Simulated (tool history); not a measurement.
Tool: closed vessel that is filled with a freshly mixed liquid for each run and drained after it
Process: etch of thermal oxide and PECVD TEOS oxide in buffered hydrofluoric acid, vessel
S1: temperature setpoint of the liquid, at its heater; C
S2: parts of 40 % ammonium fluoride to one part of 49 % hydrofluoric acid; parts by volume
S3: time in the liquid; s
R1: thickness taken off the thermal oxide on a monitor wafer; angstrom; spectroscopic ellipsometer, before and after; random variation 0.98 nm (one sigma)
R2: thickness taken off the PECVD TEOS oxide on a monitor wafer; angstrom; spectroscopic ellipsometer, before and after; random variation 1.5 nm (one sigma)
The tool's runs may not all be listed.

{"run": 1, "hour": 0.0, "S1": 22.0, "S2": 12.5, "S3": 65, "R1": 552.61, "R2": 1463.5}
{"run": 2, "hour": 5.3, "S1": 22.0, "S2": 14.5, "S3": 65, "R1": 473.96, "R2": 1271.9}
{"run": 3, "hour": 12.5, "S1": 25.0, "S2": 14.5, "S3": 65, "R1": 560.5, "R2": 1498.4}
{"run": 4, "hour": 15.8, "S1": 28.5, "S2": 14.5, "S3": 65, "R1": 682.56, "R2": 1823.3}
{"run": 5, "hour": 17.0, "S1": 29.0, "S2": 13.5, "S3": 65, "R1": 742.85, "R2": 1968.7}
{"run": 6, "hour": 23.0, "S1": 30.0, "S2": 13.5, "S3": 65, "R1": 774.02, "R2": 2087.0}
{"run": 7, "hour": 26.6, "S1": 30.0, "S2": 12.5, "S3": 65, "R1": 856.77, "R2": 2239.8}

Forecast run 8:
{"run": 8, "hour": 30.6, "S1": 30.0, "S2": 12.0, "S3": 65, "R1": "?", "R2": "?"}

{"run 8": {"R1": 884.16, "R2": 2363.0}}

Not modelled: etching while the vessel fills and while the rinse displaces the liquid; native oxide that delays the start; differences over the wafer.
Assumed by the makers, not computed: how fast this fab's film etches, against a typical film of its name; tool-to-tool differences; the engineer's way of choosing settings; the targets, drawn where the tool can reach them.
